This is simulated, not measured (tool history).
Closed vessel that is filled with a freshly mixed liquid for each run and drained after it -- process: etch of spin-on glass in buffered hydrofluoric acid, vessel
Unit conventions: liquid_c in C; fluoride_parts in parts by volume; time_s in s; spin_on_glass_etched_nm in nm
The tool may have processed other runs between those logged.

| run | hour | liquid_c | fluoride_parts | time_s | spin_on_glass_etched_nm |
|---|---|---|---|---|---|
| 1 | 0.0 | 21.0 | 7.5 | 100 | 272.85 |
| 2 | 8.2 | 17.5 | 7.5 | 100 | 225.45 |
| 3 | 9.6 | 17.5 | 8.0 | 100 | 208.11 |
| 4 | 13.5 | 20.0 | 8.0 | 100 | 242.12 |
| 5 | 14.8 | 19.0 | 8.0 | 100 | 227.76 |
| 6 | 23.1 | 19.0 | 8.0 | 105 | 239.55 |
| 7 | 28.4 | 18.5 | 8.0 | 105 | 231.86 |
| 8 | 35.1 | 18.0 | 8.0 | 105 | 226.74 |

Expected results for the next run?
| 9 | 41.0 | 17.5 | 8.0 | 105 | ? |

{"run 9": {"spin_on_glass_etched_nm": 221.22}}

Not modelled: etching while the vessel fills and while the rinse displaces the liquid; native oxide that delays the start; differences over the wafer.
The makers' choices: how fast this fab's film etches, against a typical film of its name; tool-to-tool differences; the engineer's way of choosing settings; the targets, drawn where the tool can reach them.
